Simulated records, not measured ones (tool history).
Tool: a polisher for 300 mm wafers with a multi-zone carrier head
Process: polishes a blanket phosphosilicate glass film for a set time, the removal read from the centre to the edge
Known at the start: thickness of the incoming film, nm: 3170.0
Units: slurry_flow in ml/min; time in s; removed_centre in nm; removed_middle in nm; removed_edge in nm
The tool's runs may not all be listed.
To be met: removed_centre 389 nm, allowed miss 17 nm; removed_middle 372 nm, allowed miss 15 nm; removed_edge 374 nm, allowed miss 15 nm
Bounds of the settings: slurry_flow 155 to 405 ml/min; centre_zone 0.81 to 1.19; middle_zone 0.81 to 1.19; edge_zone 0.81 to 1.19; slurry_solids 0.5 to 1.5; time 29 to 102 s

{"run": 1, "day": 0.0, "slurry_flow": 260, "centre_zone": 1, "middle_zone": 1, "edge_zone": 1, "slurry_solids": 1, "time": 65, "removed_centre": 578.31, "removed_middle": 574.12, "removed_edge": 575.2}
{"run": 2, "day": 0.158, "slurry_flow": 260, "centre_zone": 1, "middle_zone": 1, "edge_zone": 1, "slurry_solids": 0.9, "time": 65, "removed_centre": 555.39, "removed_middle": 543.69, "removed_edge": 547.66}
{"run": 3, "day": 0.533, "slurry_flow": 260, "centre_zone": 1, "middle_zone": 1, "edge_zone": 1, "slurry_solids": 0.9, "time": 58, "removed_centre": 491.68, "removed_middle": 496.81, "removed_edge": 485.89}
{"run": 4, "day": 0.762, "slurry_flow": 260, "centre_zone": 1, "middle_zone": 1, "edge_zone": 0.92, "slurry_solids": 0.9, "time": 58, "removed_centre": 492.86, "removed_middle": 491.95, "removed_edge": 477.46}
{"run": 5, "day": 0.804, "slurry_flow": 215, "centre_zone": 1, "middle_zone": 1, "edge_zone": 0.92, "slurry_solids": 0.9, "time": 58, "removed_centre": 480.64, "removed_middle": 479.27, "removed_edge": 453.7}
{"run": 6, "day": 0.829, "slurry_flow": 240, "centre_zone": 1, "middle_zone": 1, "edge_zone": 0.92, "slurry_solids": 0.9, "time": 58, "removed_centre": 478.04, "removed_middle": 485.93, "removed_edge": 477.02}
{"run": 7, "day": 0.942, "slurry_flow": 225, "centre_zone": 1, "middle_zone": 0.99, "edge_zone": 0.92, "slurry_solids": 0.8, "time": 58, "removed_centre": 456.21, "removed_middle": 455.4, "removed_edge": 441.45}
{"run": 8, "day": 1.271, "slurry_flow": 215, "centre_zone": 1, "middle_zone": 0.97, "edge_zone": 0.91, "slurry_solids": 0.75, "time": 58, "removed_centre": 443.78, "removed_middle": 423.51, "removed_edge": 430.14}
{"run": 9, "day": 1.496, "slurry_flow": 205, "centre_zone": 1, "middle_zone": 0.97, "edge_zone": 0.9, "slurry_solids": 0.7, "time": 58, "removed_centre": 411.29, "removed_middle": 410.08, "removed_edge": 406.82}
{"run": 10, "day": 1.846, "slurry_flow": 205, "centre_zone": 1, "middle_zone": 0.97, "edge_zone": 0.9, "slurry_solids": 0.7, "time": 58, "removed_centre": 414.86, "removed_middle": 406.63, "removed_edge": 401.45}
{"run": 11, "day": 2.008, "slurry_flow": 195, "centre_zone": 1, "middle_zone": 0.96, "edge_zone": 0.89, "slurry_solids": 0.7, "time": 58, "removed_centre": 420.65, "removed_middle": 396.89, "removed_edge": 400.5}

4 next moves are on the table. One of them brings every result within its allowed miss. Which?
{"run": "A", "day": 2.171, "slurry_flow": 170, "centre_zone": 1.07, "middle_zone": 1.03, "edge_zone": 0.95, "slurry_solids": 0.65, "time": 55, "removed_centre": "?", "removed_middle": "?", "removed_edge": "?"}
{"run": "B", "day": 2.171, "slurry_flow": 220, "centre_zone": 1.18, "middle_zone": 0.98, "edge_zone": 0.86, "slurry_solids": 0.55, "time": 61, "removed_centre": "?", "removed_middle": "?", "removed_edge": "?"}
{"run": "C", "day": 2.171, "slurry_flow": 195, "centre_zone": 0.97, "middle_zone": 0.92, "edge_zone": 0.92, "slurry_solids": 0.85, "time": 59, "removed_centre": "?", "removed_middle": "?", "removed_edge": "?"}
{"run": "D", "day": 2.171, "slurry_flow": 155, "centre_zone": 1.16, "middle_zone": 0.99, "edge_zone": 0.84, "slurry_solids": 0.8, "time": 56, "removed_centre": "?", "removed_middle": "?", "removed_edge": "?"}

move=A removed_centre=386.93 removed_middle=374.5 removed_edge=364.58
move=B removed_centre=452.46 removed_middle=382.02 removed_edge=369.55
move=C removed_centre=445 removed_middle=426.98 removed_edge=448.76
move=D removed_centre=458.38 removed_middle=399.79 removed_edge=386.85
A: meets every target
B: further off than the last run
C: further off than the last run
D: further off than the last run
Move A is the one to make.
